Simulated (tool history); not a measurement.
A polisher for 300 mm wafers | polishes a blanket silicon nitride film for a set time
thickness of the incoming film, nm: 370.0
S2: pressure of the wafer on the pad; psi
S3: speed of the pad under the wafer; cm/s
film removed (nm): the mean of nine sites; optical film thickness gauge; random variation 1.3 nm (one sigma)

{"run": 1, "hour": 0.0, "flow of slurry (ml/min)": 225, "S2": 4.8, "S3": 130, "polishing time (s)": 56, "film removed (nm)": 130.52}
{"run": 2, "hour": 7.9, "flow of slurry (ml/min)": 225, "S2": 4.8, "S3": 130, "polishing time (s)": 60, "film removed (nm)": 137.28}
{"run": 3, "hour": 12.5, "flow of slurry (ml/min)": 225, "S2": 3.7, "S3": 130, "polishing time (s)": 60, "film removed (nm)": 112}
{"run": 4, "hour": 16.5, "flow of slurry (ml/min)": 225, "S2": 3.7, "S3": 130, "polishing time (s)": 60, "film removed (nm)": 114.26}
{"run": 5, "hour": 18.2, "flow of slurry (ml/min)": 225, "S2": 3.5, "S3": 130, "polishing time (s)": 60, "film removed (nm)": 108.03}
{"run": 6, "hour": 25.8, "flow of slurry (ml/min)": 225, "S2": 4.4, "S3": 130, "polishing time (s)": 60, "film removed (nm)": 127.61}
{"run": 7, "hour": 27.9, "flow of slurry (ml/min)": 225, "S2": 4, "S3": 128, "polishing time (s)": 60, "film removed (nm)": 116.54}
{"run": 8, "hour": 31.9, "flow of slurry (ml/min)": 225, "S2": 3.8, "S3": 128, "polishing time (s)": 60, "film removed (nm)": 115.01}
{"run": 9, "hour": 33.6, "flow of slurry (ml/min)": 225, "S2": 3.6, "S3": 128, "polishing time (s)": 60, "film removed (nm)": 113.48}

Forecast run 10:
{"run": 10, "hour": 37.8, "flow of slurry (ml/min)": 225, "S2": 3.3, "S3": 126, "polishing time (s)": 60, "film removed (nm)": "?"}

film removed (nm): 103.68
